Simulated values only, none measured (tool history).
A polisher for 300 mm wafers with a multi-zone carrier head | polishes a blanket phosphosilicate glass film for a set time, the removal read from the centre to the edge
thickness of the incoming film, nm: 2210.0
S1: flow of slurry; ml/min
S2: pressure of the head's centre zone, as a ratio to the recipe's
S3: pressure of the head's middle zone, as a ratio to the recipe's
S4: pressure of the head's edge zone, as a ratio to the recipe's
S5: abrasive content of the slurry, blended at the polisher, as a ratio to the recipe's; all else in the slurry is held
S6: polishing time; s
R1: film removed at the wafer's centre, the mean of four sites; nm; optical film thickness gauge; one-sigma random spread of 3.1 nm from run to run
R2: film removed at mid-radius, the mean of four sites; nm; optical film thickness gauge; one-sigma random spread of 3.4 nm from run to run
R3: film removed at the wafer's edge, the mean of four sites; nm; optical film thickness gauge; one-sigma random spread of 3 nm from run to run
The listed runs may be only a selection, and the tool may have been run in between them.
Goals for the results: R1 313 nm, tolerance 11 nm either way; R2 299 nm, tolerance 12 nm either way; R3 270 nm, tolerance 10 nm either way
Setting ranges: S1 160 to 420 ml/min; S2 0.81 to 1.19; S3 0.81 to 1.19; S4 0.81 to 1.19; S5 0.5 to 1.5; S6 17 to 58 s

run,hour,S1,S2,S3,S4,S5,S6,R1,R2,R3
1,0,270,1,1,1,1,37,187.69,183.22,187.49
2,2,315,1,1,1,1,37,194.8,186.34,190.56
3,9.5,315,1,1.07,1,1,37,191.73,199.57,186.72
4,17,320,1.01,1.08,1.01,1.05,37,195.77,205.33,195.91
5,25.6,320,1.01,1.08,0.96,1.05,37,200.02,203.96,189.34
6,26.3,320,1.01,1.08,0.96,1.05,28,150.62,156.66,144.51
7,33.5,325,1.03,1.09,0.96,1.1,29,159.58,163.57,147.26
8,39.3,330,1.04,1.09,0.97,1.15,31,173,177.04,163.99
9,46.4,330,1.04,1.09,0.97,1.15,31,175.56,176.93,165.96
10,49,360,1.14,1.18,1.05,1.4,41,272.68,264.62,237.68
11,55.2,365,1.15,1.18,1.06,1.45,43,292.93,283.53,248.93
# hour 57.7: worn pad replaced by a new one
12,57.7,365,1.15,1.18,1.07,1.45,43,341,333.49,297.84
13,61.9,355,1.15,1.18,1.07,1.45,43,339.78,329.63,286.12
14,69.1,360,1.15,1.18,1.07,1.45,43,339.58,342.16,292.98
15,72.1,365,1.15,1.18,1.07,1.45,43,337.95,333.81,294.9
16,80.2,370,1.15,1.18,1.07,1.45,43,339.93,336.8,289.97

Which single option among these 4 for the next run brings every result within its allowed miss of target? Just one does.
A,88.3,330,1.12,1.19,1.18,1.5,41,?,?,?
B,88.3,305,1.12,1.1,1.15,1.35,42,?,?,?
C,88.3,260,1.19,1.18,1.11,1.45,40,?,?,?
D,88.3,225,1.19,0.91,1.16,1.5,49,?,?,?

move,R1,R2,R3
A,311.04,322.3,288.43
B,305.84,296.6,281.91
C,310.26,301.03,266.5
D,374.93,292.98,331.91
A: an improvement on the last run, though not all results are within tolerance
B: the worst result of the last run now meets its target, but another is out of spec
C: meets every target
D: the worst result of the last run now meets its target, but another is out of spec
Go with C: it meets all targets.
